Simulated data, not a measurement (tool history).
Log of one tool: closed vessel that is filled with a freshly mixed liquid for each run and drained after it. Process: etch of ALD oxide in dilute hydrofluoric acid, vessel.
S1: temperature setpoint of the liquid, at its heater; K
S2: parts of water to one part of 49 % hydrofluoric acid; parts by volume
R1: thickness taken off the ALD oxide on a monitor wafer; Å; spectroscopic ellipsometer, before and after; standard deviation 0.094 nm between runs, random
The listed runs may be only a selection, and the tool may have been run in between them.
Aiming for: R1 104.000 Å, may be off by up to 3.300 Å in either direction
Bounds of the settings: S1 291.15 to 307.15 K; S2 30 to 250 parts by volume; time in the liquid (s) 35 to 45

Run 1, hour 0.0: S1 299.15 K, S2 140 parts by volume, time in the liquid (s) 45. Result: R1 76.990 Å.
Run 2, hour 7.9: S1 301.65 K, S2 140 parts by volume, time in the liquid (s) 45. Result: R1 84.128 Å.
Run 3, hour 16.3: S1 303.15 K, S2 140 parts by volume, time in the liquid (s) 45. Result: R1 88.735 Å.
Run 4, hour 19.7: S1 303.15 K, S2 160 parts by volume, time in the liquid (s) 45. Result: R1 75.954 Å.
Run 5, hour 24.4: S1 303.15 K, S2 160 parts by volume, time in the liquid (s) 45. Result: R1 75.819 Å.
Run 6, hour 31.2: S1 303.15 K, S2 160 parts by volume, time in the liquid (s) 45. Result: R1 74.326 Å.
Run 7, hour 33.5: S1 303.65 K, S2 155 parts by volume, time in the liquid (s) 45. Result: R1 80.013 Å.
Run 8, hour 40.0: S1 304.15 K, S2 150 parts by volume, time in the liquid (s) 45. Result: R1 84.609 Å.

Next run, 4 choices. One meets every target within its allowed miss, the rest don't. Which?
Run A, hour 46.5: S1 303.65 K, S2 130 parts by volume, time in the liquid (s) 45. Result: R1 ?.
Run B, hour 46.5: S1 305.15 K, S2 130 parts by volume, time in the liquid (s) 45. Result: R1 ?.
Run C, hour 46.5: S1 301.65 K, S2 125 parts by volume, time in the liquid (s) 45. Result: R1 ?.
Run D, hour 46.5: S1 299.15 K, S2 115 parts by volume, time in the liquid (s) 45. Result: R1 ?.

move       R1
   A   99.105
   B  104.620
   C   96.398
   D   96.554
A: nearer the targets than the last run, but a result is still out of spec
B: in spec on every target
C: nearer the targets than the last run, but a result is still out of spec
D: nearer the targets than the last run, but a result is still out of spec
Move B is the one to make.
